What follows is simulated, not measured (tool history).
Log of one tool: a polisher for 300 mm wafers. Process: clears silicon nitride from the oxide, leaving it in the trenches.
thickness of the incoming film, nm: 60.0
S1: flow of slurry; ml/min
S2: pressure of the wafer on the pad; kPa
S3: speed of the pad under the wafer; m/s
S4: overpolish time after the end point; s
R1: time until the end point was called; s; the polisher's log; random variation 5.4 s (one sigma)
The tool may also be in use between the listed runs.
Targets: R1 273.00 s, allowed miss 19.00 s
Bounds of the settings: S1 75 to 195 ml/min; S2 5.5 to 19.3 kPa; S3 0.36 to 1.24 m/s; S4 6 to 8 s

| run | hour | S1 | S2 | S3 | S4 | R1 |
|---|---|---|---|---|---|---|
| 1 | 0.0 | 125 | 12.4 | 0.80 | 8 | 169.67 |
| 2 | 6.1 | 125 | 12.4 | 0.88 | 8 | 152.26 |
| 3 | 15.0 | 125 | 12.4 | 0.88 | 8 | 152.30 |
| 4 | 18.4 | 125 | 12.4 | 0.88 | 6 | 154.38 |
| 5 | 22.8 | 125 | 11.0 | 0.86 | 6 | 172.13 |
| 6 | 25.4 | 125 | 11.0 | 1.00 | 6 | 155.17 |
| 7 | 29.5 | 125 | 9.7 | 0.96 | 6 | 166.10 |
| 8 | 33.5 | 120 | 8.3 | 0.88 | 6 | 202.23 |
| 9 | 40.8 | 120 | 7.6 | 0.84 | 6 | 220.08 |
| 10 | 45.8 | 120 | 6.9 | 0.82 | 6 | 243.06 |

Which of these 4 next moves meets every target?
| A | 50.8 | 105 | 9.0 | 0.80 | 8 | ? |
| B | 50.8 | 110 | 6.2 | 1.00 | 6 | ? |
| C | 50.8 | 195 | 5.5 | 1.00 | 8 | ? |
| D | 50.8 | 75 | 7.6 | 0.76 | 6 | ? |

| move | R1 |
|---|---|
| A | 215.02 |
| B | 221.25 |
| C | 213.39 |
| D | 270.83 |
A: further off than the last run
B: further off than the last run
C: further off than the last run
D: meets every target
The right move is D.
